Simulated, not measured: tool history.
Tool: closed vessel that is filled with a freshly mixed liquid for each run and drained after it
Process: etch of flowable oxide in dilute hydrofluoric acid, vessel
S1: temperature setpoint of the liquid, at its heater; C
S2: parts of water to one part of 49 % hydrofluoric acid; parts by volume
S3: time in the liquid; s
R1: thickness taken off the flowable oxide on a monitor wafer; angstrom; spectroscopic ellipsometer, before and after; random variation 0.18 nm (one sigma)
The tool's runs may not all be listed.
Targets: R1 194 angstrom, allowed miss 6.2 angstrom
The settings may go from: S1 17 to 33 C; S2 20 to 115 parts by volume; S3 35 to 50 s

Run 1, hour 0: S1 25 C, S2 65 parts by volume, S3 50 s. Result: R1 259.1 angstrom.
Run 2, hour 6.3: S1 24 C, S2 65 parts by volume, S3 50 s. Result: R1 251.53 angstrom.
Run 3, hour 7.4: S1 23 C, S2 65 parts by volume, S3 50 s. Result: R1 240.62 angstrom.
Run 4, hour 12.2: S1 23 C, S2 65 parts by volume, S3 35 s. Result: R1 168.77 angstrom.
Run 5, hour 19.6: S1 23.5 C, S2 65 parts by volume, S3 35 s. Result: R1 169.38 angstrom.
Run 6, hour 27.9: S1 24 C, S2 65 parts by volume, S3 35 s. Result: R1 174.36 angstrom.
Run 7, hour 36.5: S1 24.5 C, S2 65 parts by volume, S3 35 s. Result: R1 180.11 angstrom.
At hour 39.1: hydrofluoric acid flow meter replaced.
Run 8, hour 39.1: S1 24.5 C, S2 65 parts by volume, S3 35 s. Result: R1 161.36 angstrom.
Run 9, hour 43.2: S1 23.5 C, S2 65 parts by volume, S3 35 s. Result: R1 154.95 angstrom.
Run 10, hour 47.3: S1 24 C, S2 65 parts by volume, S3 35 s. Result: R1 160.48 angstrom.
Run 11, hour 49.4: S1 25 C, S2 65 parts by volume, S3 35 s. Result: R1 162.4 angstrom.
Run 12, hour 58.5: S1 24 C, S2 65 parts by volume, S3 35 s. Result: R1 154.21 angstrom.
Run 13, hour 66.4: S1 28 C, S2 65 parts by volume, S3 35 s. Result: R1 185.29 angstrom.

5 next moves are on the table. One of them brings every result within its allowed miss. Which?
Run A, hour 74.3: S1 30 C, S2 90 parts by volume, S3 45 s. Result: R1 ?.
Run B, hour 74.3: S1 26 C, S2 65 parts by volume, S3 40 s. Result: R1 ?.
Run C, hour 74.3: S1 25 C, S2 60 parts by volume, S3 35 s. Result: R1 ?.
Run D, hour 74.3: S1 29 C, S2 60 parts by volume, S3 35 s. Result: R1 ?.
Run E, hour 74.3: S1 29 C, S2 70 parts by volume, S3 35 s. Result: R1 ?.

move      R1
   A   178.3
   B   194.5
   C   178.3
   D   209.1
   E  176.62
A: further off than the last run
B: meets every target
C: further off than the last run
D: takes the result that was furthest off past its target
E: further off than the last run
The right move is B.
